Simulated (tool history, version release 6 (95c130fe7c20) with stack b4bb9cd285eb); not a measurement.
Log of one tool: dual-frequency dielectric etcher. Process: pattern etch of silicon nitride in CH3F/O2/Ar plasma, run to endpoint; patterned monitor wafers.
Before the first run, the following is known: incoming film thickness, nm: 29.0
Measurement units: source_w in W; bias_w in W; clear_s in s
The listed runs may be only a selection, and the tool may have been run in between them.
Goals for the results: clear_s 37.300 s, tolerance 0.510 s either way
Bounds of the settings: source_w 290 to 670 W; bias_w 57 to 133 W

run  hour  source_w  bias_w  clear_s
  1   0.0       480      95   34.798
  2   7.7       460      95   35.096
  3  14.0       440      95   35.484
  4  16.4       440     104   34.665
  5  19.1       440     113   33.682
  6  21.0       480     113   32.929
  7  23.1       440     111   34.005
  8  28.8       410     110   35.001
  9  34.5       320     108   38.012

Pick the move, out of 4, that brings all results within their allowed miss; only one does.
  A  40.2       300     105        ?
  B  40.2       320      99        ?
  C  40.2       290     108        ?
  D  40.2       310     119        ?

move  clear_s
   A   38.812
   B   38.718
   C   38.881
   D   37.053
A: moves away from the targets compared with the last run
B: moves away from the targets compared with the last run
C: moves away from the targets compared with the last run
D: all results land within tolerance of their targets
Go with D: it meets all targets.
